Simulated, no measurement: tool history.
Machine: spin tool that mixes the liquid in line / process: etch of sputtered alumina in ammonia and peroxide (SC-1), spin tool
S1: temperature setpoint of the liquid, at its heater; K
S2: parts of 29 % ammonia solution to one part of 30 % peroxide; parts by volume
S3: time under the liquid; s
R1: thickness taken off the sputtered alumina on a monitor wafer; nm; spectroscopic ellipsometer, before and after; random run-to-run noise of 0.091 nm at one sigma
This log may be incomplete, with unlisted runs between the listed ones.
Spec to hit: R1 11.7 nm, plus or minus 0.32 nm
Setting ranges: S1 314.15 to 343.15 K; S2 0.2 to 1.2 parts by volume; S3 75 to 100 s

run,day,S1,S2,S3,R1
1,0,330.15,0.8,100,8.8659
2,0.167,330.65,0.8,100,9.2032
3,0.45,330.65,0.6,100,8.9514
4,0.525,330.65,0.7,100,9.0396
5,0.704,331.15,0.7,100,9.3229
6,0.879,331.15,0.8,100,9.5085
7,1.133,331.65,0.8,100,9.7421
8,1.242,332.15,0.8,100,9.9483
9,1.333,332.65,0.8,100,10.021

5 candidate next runs follow, results not yet known. Just one meets every target within its allowed miss. Identify it.
A,1.425,336.65,1,100,?
B,1.425,337.65,0.8,100,?
C,1.425,335.15,0.5,75,?
D,1.425,334.65,1.05,100,?
E,1.425,330.65,0.65,100,?

move,R1
A,12.83
B,13.206
C,8.3572
D,11.652
E,9.0629
A: takes the biggest miss from the last run beyond its target
B: takes the biggest miss from the last run beyond its target
C: misses by more than the last run did
D: each result inside its tolerance
E: misses by more than the last run did
Answer: D
